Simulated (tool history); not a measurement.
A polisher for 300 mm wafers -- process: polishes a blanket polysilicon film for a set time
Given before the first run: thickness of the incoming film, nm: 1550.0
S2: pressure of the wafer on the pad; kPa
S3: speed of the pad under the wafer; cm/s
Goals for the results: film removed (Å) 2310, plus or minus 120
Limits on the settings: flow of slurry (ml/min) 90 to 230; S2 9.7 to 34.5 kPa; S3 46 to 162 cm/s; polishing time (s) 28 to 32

Run 1, hour 0: flow of slurry (ml/min) 150, S2 22.1 kPa, S3 104 cm/s, polishing time (s) 32. Result: film removed (Å) 2926.6.
Run 2, hour 5.4: flow of slurry (ml/min) 150, S2 26.9 kPa, S3 104 cm/s, polishing time (s) 32. Result: film removed (Å) 3538.2.
Run 3, hour 11.5: flow of slurry (ml/min) 150, S2 26.9 kPa, S3 128 cm/s, polishing time (s) 32. Result: film removed (Å) 4345.9.
Run 4, hour 12.5: flow of slurry (ml/min) 150, S2 26.9 kPa, S3 140 cm/s, polishing time (s) 32. Result: film removed (Å) 4623.
Run 5, hour 17.1: flow of slurry (ml/min) 150, S2 32.4 kPa, S3 140 cm/s, polishing time (s) 32. Result: film removed (Å) 5452.3.
Run 6, hour 25.5: flow of slurry (ml/min) 150, S2 32.4 kPa, S3 158 cm/s, polishing time (s) 32. Result: film removed (Å) 6253.7.
Run 7, hour 30.1: flow of slurry (ml/min) 150, S2 28.3 kPa, S3 148 cm/s, polishing time (s) 31. Result: film removed (Å) 5001.2.
Run 8, hour 35.2: flow of slurry (ml/min) 145, S2 22.1 kPa, S3 120 cm/s, polishing time (s) 30. Result: film removed (Å) 3183.4.
Run 9, hour 40.9: flow of slurry (ml/min) 145, S2 20.7 kPa, S3 118 cm/s, polishing time (s) 30. Result: film removed (Å) 2922.7.
Run 10, hour 47.7: flow of slurry (ml/min) 145, S2 19.3 kPa, S3 118 cm/s, polishing time (s) 30. Result: film removed (Å) 2682.6.

Consider the 5 candidate settings below. Which is the only one whose results all fall within their allowed miss of target?
Run A, hour 54.5: flow of slurry (ml/min) 165, S2 14.5 kPa, S3 114 cm/s, polishing time (s) 32. Result: film removed (Å) ?.
Run B, hour 54.5: flow of slurry (ml/min) 130, S2 15.9 kPa, S3 114 cm/s, polishing time (s) 28. Result: film removed (Å) ?.
Run C, hour 54.5: flow of slurry (ml/min) 135, S2 15.9 kPa, S3 116 cm/s, polishing time (s) 28. Result: film removed (Å) ?.
Run D, hour 54.5: flow of slurry (ml/min) 160, S2 22.8 kPa, S3 110 cm/s, polishing time (s) 30. Result: film removed (Å) ?.
Run E, hour 54.5: flow of slurry (ml/min) 110, S2 14.5 kPa, S3 136 cm/s, polishing time (s) 28. Result: film removed (Å) ?.

move  film removed (Å)
   A            2216.8
   B            2002.7
   C            2052.8
   D              2982
   E            2100.4
A: in spec on every target
B: the result that was furthest off in the last run now lies on the other side of its target
C: the result that was furthest off in the last run now lies on the other side of its target
D: further off than the last run
E: the result that was furthest off in the last run now lies on the other side of its target
Correct choice: A, which meets every target
